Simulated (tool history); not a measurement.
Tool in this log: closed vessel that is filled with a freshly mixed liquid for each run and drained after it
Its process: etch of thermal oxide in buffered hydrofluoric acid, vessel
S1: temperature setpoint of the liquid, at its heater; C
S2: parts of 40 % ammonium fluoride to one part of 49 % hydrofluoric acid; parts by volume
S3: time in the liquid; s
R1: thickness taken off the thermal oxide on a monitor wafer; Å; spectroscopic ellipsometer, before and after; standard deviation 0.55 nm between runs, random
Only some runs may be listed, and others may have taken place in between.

| run | hour | S1 | S2 | S3 | R1 |
|---|---|---|---|---|---|
| 1 | 0 | 21 | 11.5 | 90 | 815.38 |
| 2 | 6.5 | 19.5 | 12 | 90 | 726.19 |
| 3 | 7.9 | 22 | 12 | 90 | 825.75 |
| 4 | 9.4 | 22 | 14 | 90 | 710.23 |
| 5 | 11.1 | 22 | 14 | 95 | 761.73 |
| 6 | 11.6 | 22 | 14 | 90 | 702.35 |

What does the tool deliver on the next run?
| 7 | 14.2 | 21 | 14 | 90 | ? |

{"run 7": {"R1": 682.09}}

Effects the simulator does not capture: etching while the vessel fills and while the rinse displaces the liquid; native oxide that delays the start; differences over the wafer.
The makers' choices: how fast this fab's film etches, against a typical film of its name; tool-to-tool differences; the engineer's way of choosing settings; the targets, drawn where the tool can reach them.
